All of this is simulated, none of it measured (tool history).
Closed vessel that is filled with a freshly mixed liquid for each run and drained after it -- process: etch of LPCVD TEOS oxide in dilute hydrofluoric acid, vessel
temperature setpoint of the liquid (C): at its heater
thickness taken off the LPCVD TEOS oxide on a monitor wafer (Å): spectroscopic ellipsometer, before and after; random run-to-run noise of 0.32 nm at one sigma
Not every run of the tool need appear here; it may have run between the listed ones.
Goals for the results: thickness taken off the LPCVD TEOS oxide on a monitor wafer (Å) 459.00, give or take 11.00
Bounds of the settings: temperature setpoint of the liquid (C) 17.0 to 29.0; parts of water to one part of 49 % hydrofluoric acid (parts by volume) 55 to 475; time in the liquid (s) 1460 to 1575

| run | hour | temperature setpoint of the liquid (C) | parts of water to one part of 49 % hydrofluoric acid (parts by volume) | time in the liquid (s) | thickness taken off the LPCVD TEOS oxide on a monitor wafer (Å) |
|---|---|---|---|---|---|
| 1 | 0.0 | 21.0 | 265 | 1460 | 750.04 |
| 2 | 6.1 | 20.0 | 290 | 1460 | 630.94 |
| 3 | 14.1 | 23.0 | 290 | 1460 | 711.58 |
| 4 | 23.7 | 20.0 | 290 | 1460 | 630.06 |
| 5 | 25.8 | 17.0 | 290 | 1460 | 571.37 |
| 6 | 33.5 | 17.0 | 290 | 1460 | 577.70 |
| 7 | 35.0 | 17.0 | 305 | 1460 | 541.60 |
| 8 | 44.3 | 17.0 | 315 | 1460 | 509.70 |
| 9 | 45.9 | 17.0 | 320 | 1460 | 501.69 |
| 10 | 50.3 | 17.0 | 325 | 1460 | 495.14 |
| 11 | 59.1 | 17.0 | 330 | 1460 | 486.91 |
| 12 | 64.8 | 17.0 | 335 | 1460 | 473.02 |

Of the 4 settings listed for the next run, only one would bring every result within its allowed miss of target. Which one?
| A | 70.5 | 17.0 | 355 | 1460 | ? |
| B | 70.5 | 17.0 | 355 | 1530 | ? |
| C | 70.5 | 18.5 | 355 | 1575 | ? |
| D | 70.5 | 17.0 | 360 | 1470 | ? |

| move | thickness taken off the LPCVD TEOS oxide on a monitor wafer (Å) |
|---|---|
| A | 445.50 |
| B | 466.86 |
| C | 507.66 |
| D | 440.56 |
A: pushes the last run's worst result past its target
B: every result lands within tolerance
C: the biggest miss grows against the last run
D: pushes the last run's worst result past its target
The move that meets every target is B.
